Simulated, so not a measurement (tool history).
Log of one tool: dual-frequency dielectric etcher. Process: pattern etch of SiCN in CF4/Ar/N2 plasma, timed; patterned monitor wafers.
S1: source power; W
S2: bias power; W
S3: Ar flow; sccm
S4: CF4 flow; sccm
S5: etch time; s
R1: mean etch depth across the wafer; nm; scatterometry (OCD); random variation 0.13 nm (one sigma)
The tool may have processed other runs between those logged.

run,day,S1,S2,S3,S4,S5,R1
1,0,450,73,71,66,61.5,50.429
2,0.183,410,73,71,66,61.5,46.028
3,0.371,430,73,71,66,61.5,48.068
4,0.596,450,73,71,66,61.5,50.408
5,0.717,450,73,71,66,56.5,46.43
6,1.042,450,73,71,72,56.5,47.408
7,1.192,470,73,71,72,56.5,49.286
8,1.296,490,73,71,72,56.5,51.373
9,1.508,490,73,71,72,56.5,51.446
10,1.817,500,73,71,72,56.5,52.304

The next listed run, before its measurement:
11,2.125,510,73,71,72,56.5,?

R1: 53.244 nm
